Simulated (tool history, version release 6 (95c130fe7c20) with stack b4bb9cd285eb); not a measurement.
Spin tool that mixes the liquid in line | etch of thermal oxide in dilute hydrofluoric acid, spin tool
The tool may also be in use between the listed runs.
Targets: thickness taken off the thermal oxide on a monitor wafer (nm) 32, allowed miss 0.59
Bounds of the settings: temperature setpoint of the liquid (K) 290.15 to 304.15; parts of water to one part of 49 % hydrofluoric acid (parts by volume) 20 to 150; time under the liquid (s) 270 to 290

run	hour	temperature setpoint of the liquid (K)	parts of water to one part of 49 % hydrofluoric acid (parts by volume)	time under the liquid (s)	thickness taken off the thermal oxide on a monitor wafer (nm)
1	0	296.15	85	270	13.468
2	0.6	298.15	75	270	16.797
3	7.9	299.65	65	270	20.83
4	15.5	300.65	60	270	23.641
5	17.2	299.15	60	270	22.294
6	20	299.15	85	270	15.187
7	23.7	303.15	55	270	28.703
8	27	303.65	55	270	29.386
9	35.6	304.15	50	270	33.086

5 next moves are on the table. One of them brings every result within its allowed miss. Which?
A	44.2	303.15	50	270	?
B	44.2	302.65	45	270	?
C	44.2	304.15	50	290	?
D	44.2	303.65	50	285	?
E	44.2	302.65	50	290	?

move	thickness taken off the thermal oxide on a monitor wafer (nm)
A	31.817
B	34.955
C	35.53
D	34.246
E	33.511
A: meets every target
B: further off than the last run
C: further off than the last run
D: further off than the last run
E: further off than the last run
Move A is the one to make.

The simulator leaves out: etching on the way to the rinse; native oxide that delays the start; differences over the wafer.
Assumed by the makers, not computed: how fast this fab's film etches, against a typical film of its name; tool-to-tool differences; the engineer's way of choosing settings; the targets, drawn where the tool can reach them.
